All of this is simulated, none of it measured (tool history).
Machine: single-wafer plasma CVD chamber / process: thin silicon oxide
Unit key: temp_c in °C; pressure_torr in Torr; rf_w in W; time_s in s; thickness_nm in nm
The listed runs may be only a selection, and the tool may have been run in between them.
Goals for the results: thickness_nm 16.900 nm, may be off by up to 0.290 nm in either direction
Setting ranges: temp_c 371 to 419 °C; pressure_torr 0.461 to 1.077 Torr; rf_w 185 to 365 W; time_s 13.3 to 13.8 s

run 1 hour=0.0 | temp_c=395 pressure_torr=0.769 rf_w=275 time_s=13.3 | thickness_nm=22.086
run 2 hour=6.7 | temp_c=395 pressure_torr=0.726 rf_w=275 time_s=13.3 | thickness_nm=20.729
run 3 hour=13.4 | temp_c=399 pressure_torr=0.726 rf_w=275 time_s=13.3 | thickness_nm=20.745
run 4 hour=21.3 | temp_c=399 pressure_torr=0.726 rf_w=250 time_s=13.3 | thickness_nm=20.047
run 5 hour=30.0 | temp_c=399 pressure_torr=0.700 rf_w=250 time_s=13.3 | thickness_nm=19.283
run 6 hour=32.6 | temp_c=389 pressure_torr=0.700 rf_w=250 time_s=13.3 | thickness_nm=19.298
run 7 hour=40.3 | temp_c=389 pressure_torr=0.680 rf_w=250 time_s=13.3 | thickness_nm=18.769
run 8 hour=45.5 | temp_c=389 pressure_torr=0.664 rf_w=250 time_s=13.3 | thickness_nm=18.305
run 9 hour=48.7 | temp_c=389 pressure_torr=0.664 rf_w=250 time_s=13.3 | thickness_nm=18.361
run 10 hour=49.8 | temp_c=389 pressure_torr=0.652 rf_w=250 time_s=13.3 | thickness_nm=17.852
run 11 hour=54.3 | temp_c=389 pressure_torr=0.645 rf_w=250 time_s=13.3 | thickness_nm=17.692
run 12 hour=57.2 | temp_c=389 pressure_torr=0.639 rf_w=250 time_s=13.3 | thickness_nm=17.754
run 13 hour=63.4 | temp_c=389 pressure_torr=0.632 rf_w=250 time_s=13.3 | thickness_nm=17.321
run 14 hour=67.9 | temp_c=389 pressure_torr=0.629 rf_w=250 time_s=13.3 | thickness_nm=17.286

4 candidate next runs follow, results not yet known. Just one meets every target within its allowed miss. Identify it.
run A hour=72.4 | temp_c=382 pressure_torr=0.596 rf_w=225 time_s=13.6 | thickness_nm=?
run B hour=72.4 | temp_c=371 pressure_torr=0.622 rf_w=225 time_s=13.6 | thickness_nm=?
run C hour=72.4 | temp_c=385 pressure_torr=0.567 rf_w=260 time_s=13.8 | thickness_nm=?
run D hour=72.4 | temp_c=391 pressure_torr=0.611 rf_w=215 time_s=13.8 | thickness_nm=?

move=A thickness_nm=16.081
move=B thickness_nm=16.961
move=C thickness_nm=16.296
move=D thickness_nm=16.367
A: the result that was furthest off in the last run now lies on the other side of its target
B: meets every target
C: the result that was furthest off in the last run now lies on the other side of its target
D: the result that was furthest off in the last run now lies on the other side of its target
So the answer is move B, the one that meets all the targets.

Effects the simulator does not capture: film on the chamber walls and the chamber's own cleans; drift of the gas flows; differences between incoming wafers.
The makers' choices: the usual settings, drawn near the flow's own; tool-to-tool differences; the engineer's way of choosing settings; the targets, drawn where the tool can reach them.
